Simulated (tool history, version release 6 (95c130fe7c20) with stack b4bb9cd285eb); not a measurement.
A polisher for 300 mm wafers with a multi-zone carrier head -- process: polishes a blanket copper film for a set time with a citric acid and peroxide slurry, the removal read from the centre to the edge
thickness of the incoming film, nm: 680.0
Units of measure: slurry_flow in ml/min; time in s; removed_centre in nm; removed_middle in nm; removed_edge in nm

{"run": 1, "hour": 0.0, "slurry_flow": 210, "centre_zone": 1, "middle_zone": 1, "edge_zone": 1, "slurry_solids": 1, "time": 60, "removed_centre": 118.98, "removed_middle": 116.73, "removed_edge": 116.91}
{"run": 2, "hour": 4.3, "slurry_flow": 195, "centre_zone": 0.95, "middle_zone": 0.99, "edge_zone": 0.99, "slurry_solids": 0.85, "time": 54, "removed_centre": 98.022, "removed_middle": 98.163, "removed_edge": 100.73}
{"run": 3, "hour": 10.0, "slurry_flow": 195, "centre_zone": 0.95, "middle_zone": 0.99, "edge_zone": 0.99, "slurry_solids": 0.7, "time": 54, "removed_centre": 97.332, "removed_middle": 98.054, "removed_edge": 99.612}
{"run": 4, "hour": 13.4, "slurry_flow": 195, "centre_zone": 0.95, "middle_zone": 0.99, "edge_zone": 0.99, "slurry_solids": 0.7, "time": 65, "removed_centre": 115.74, "removed_middle": 116.66, "removed_edge": 118.89}
{"run": 5, "hour": 18.8, "slurry_flow": 180, "centre_zone": 0.91, "middle_zone": 1, "edge_zone": 0.99, "slurry_solids": 0.65, "time": 57, "removed_centre": 95.739, "removed_middle": 100.68, "removed_edge": 103.37}
{"run": 6, "hour": 21.1, "slurry_flow": 170, "centre_zone": 0.88, "middle_zone": 1.01, "edge_zone": 0.98, "slurry_solids": 0.6, "time": 51, "removed_centre": 80.919, "removed_middle": 90.315, "removed_edge": 90.642}
{"run": 7, "hour": 30.0, "slurry_flow": 160, "centre_zone": 0.86, "middle_zone": 1, "edge_zone": 0.96, "slurry_solids": 0.55, "time": 47, "removed_centre": 70.976, "removed_middle": 80.358, "removed_edge": 79.234}
{"run": 8, "hour": 36.7, "slurry_flow": 150, "centre_zone": 0.85, "middle_zone": 0.99, "edge_zone": 0.96, "slurry_solids": 0.55, "time": 45, "removed_centre": 67.647, "removed_middle": 76.324, "removed_edge": 75.908}

For run 9, what comes out?
{"run": 9, "hour": 41.9, "slurry_flow": 130, "centre_zone": 0.81, "middle_zone": 0.99, "edge_zone": 0.99, "slurry_solids": 0.5, "time": 38, "removed_centre": "?", "removed_middle": "?", "removed_edge": "?"}

Run 9 yielded removed_centre 51.094 nm, removed_middle 61.533 nm, removed_edge 63.27 nm.
